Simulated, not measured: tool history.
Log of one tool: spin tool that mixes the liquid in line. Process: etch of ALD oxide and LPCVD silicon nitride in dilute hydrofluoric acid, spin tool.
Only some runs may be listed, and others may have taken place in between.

run	hour	temperature setpoint of the liquid (°C)	parts of water to one part of 49 % hydrofluoric acid (parts by volume)	time under the liquid (s)	thickness taken off the ALD oxide on a monitor wafer (Å)	thickness taken off the LPCVD silicon nitride on a monitor wafer (Å)
1	0	20	50	50	224.69	3.7582
2	8.8	22	50	50	242.76	3.8939
3	17.7	22	60	50	201.82	3.6636
4	21.7	22	60	35	140.57	2.4042
5	30	23.5	50	40	206.02	3.9311
6	34.1	23.5	50	60	314.08	5.0234
7	41.5	24.5	45	60	362.06	6.8918
8	44.4	24	40	60	402.21	7.0521
9	46.6	24	35	60	462.1	6.5903
10	49.7	25	35	60	480.34	8.5136
11	55.3	25	30	60	569.85	8.5372
12	60.6	25.5	30	60	578.17	9.5606

Estimate the outcome of run 13 from the log above:
13	65.2	25	30	60	?	?

thickness taken off the ALD oxide on a monitor wafer (Å): 564.65
thickness taken off the LPCVD silicon nitride on a monitor wafer (Å): 11.581
